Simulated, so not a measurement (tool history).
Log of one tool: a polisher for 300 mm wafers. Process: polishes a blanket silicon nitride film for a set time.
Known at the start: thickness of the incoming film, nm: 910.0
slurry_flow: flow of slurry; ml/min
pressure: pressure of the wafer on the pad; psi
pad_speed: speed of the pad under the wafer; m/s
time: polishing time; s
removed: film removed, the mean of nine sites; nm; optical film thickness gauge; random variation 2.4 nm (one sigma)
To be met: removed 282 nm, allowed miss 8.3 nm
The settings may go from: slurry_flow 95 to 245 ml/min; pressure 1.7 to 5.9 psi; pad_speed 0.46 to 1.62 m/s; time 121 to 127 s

{"run": 1, "hour": 0.0, "slurry_flow": 155, "pressure": 3.8, "pad_speed": 1.04, "time": 121, "removed": 195.2}
{"run": 2, "hour": 2.9, "slurry_flow": 160, "pressure": 4, "pad_speed": 1.04, "time": 121, "removed": 206.05}
{"run": 3, "hour": 10.1, "slurry_flow": 165, "pressure": 4.2, "pad_speed": 1.04, "time": 121, "removed": 216.68}
{"run": 4, "hour": 17.6, "slurry_flow": 165, "pressure": 3.8, "pad_speed": 1.04, "time": 121, "removed": 195.83}
{"run": 5, "hour": 22.6, "slurry_flow": 165, "pressure": 3.4, "pad_speed": 1.04, "time": 121, "removed": 172.96}
{"run": 6, "hour": 26.0, "slurry_flow": 165, "pressure": 4.2, "pad_speed": 1.04, "time": 121, "removed": 215.76}
{"run": 7, "hour": 32.3, "slurry_flow": 165, "pressure": 4.3, "pad_speed": 1.04, "time": 121, "removed": 222.05}
{"run": 8, "hour": 39.5, "slurry_flow": 165, "pressure": 4.4, "pad_speed": 1.04, "time": 121, "removed": 225.01}
{"run": 9, "hour": 41.9, "slurry_flow": 165, "pressure": 4.5, "pad_speed": 1.04, "time": 121, "removed": 230.48}

Which of these 5 next moves meets every target?
{"run": "A", "hour": 44.3, "slurry_flow": 170, "pressure": 5, "pad_speed": 1.12, "time": 124, "removed": "?"}
{"run": "B", "hour": 44.3, "slurry_flow": 160, "pressure": 5.1, "pad_speed": 0.58, "time": 125, "removed": "?"}
{"run": "C", "hour": 44.3, "slurry_flow": 175, "pressure": 4.8, "pad_speed": 0.8, "time": 121, "removed": "?"}
{"run": "D", "hour": 44.3, "slurry_flow": 175, "pressure": 5.1, "pad_speed": 0.98, "time": 121, "removed": "?"}
{"run": "E", "hour": 44.3, "slurry_flow": 155, "pressure": 3.6, "pad_speed": 0.92, "time": 121, "removed": "?"}

move=A removed=278.66
move=B removed=167.4
move=C removed=200.59
move=D removed=250.34
move=E removed=166.03
A: meets every target
B: further off than the last run
C: further off than the last run
D: nearer than the last run, and not there yet
E: further off than the last run
Move A is the one to make.

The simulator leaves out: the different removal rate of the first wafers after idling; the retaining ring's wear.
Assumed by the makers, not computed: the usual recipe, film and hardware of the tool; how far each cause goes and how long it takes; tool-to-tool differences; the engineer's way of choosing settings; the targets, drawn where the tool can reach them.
